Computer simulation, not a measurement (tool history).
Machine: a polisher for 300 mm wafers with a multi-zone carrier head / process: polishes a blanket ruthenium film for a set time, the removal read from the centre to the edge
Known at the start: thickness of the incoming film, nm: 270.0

| run | hour | flow of slurry (ml/min) | pressure of the head's centre zone | pressure of the head's middle zone | pressure of the head's edge zone | polishing time (s) | film removed at the wafer's centre (Å) | film removed at mid-radius (Å) | film removed at the wafer's edge (Å) |
|---|---|---|---|---|---|---|---|---|---|
| 1 | 0.0 | 150 | 1.00 | 1.00 | 1.00 | 78 | 639.53 | 631.44 | 624.50 |
| 2 | 6.2 | 150 | 1.06 | 1.00 | 1.00 | 78 | 660.99 | 636.49 | 624.55 |
| 3 | 11.8 | 165 | 1.08 | 1.05 | 1.03 | 81 | 716.47 | 694.15 | 661.08 |
| 4 | 17.5 | 165 | 1.08 | 1.12 | 1.03 | 81 | 712.30 | 747.20 | 656.68 |
| 5 | 21.0 | 165 | 1.08 | 1.12 | 1.03 | 74 | 637.36 | 685.40 | 601.13 |
| 6 | 22.6 | 175 | 1.09 | 1.14 | 1.05 | 79 | 699.01 | 743.08 | 652.28 |

What does the tool deliver on the next run?
| 7 | 25.6 | 180 | 1.10 | 1.15 | 1.06 | 83 | ? | ? | ? |

film removed at the wafer's centre (Å): 754.22
film removed at mid-radius (Å): 776.28
film removed at the wafer's edge (Å): 680.58

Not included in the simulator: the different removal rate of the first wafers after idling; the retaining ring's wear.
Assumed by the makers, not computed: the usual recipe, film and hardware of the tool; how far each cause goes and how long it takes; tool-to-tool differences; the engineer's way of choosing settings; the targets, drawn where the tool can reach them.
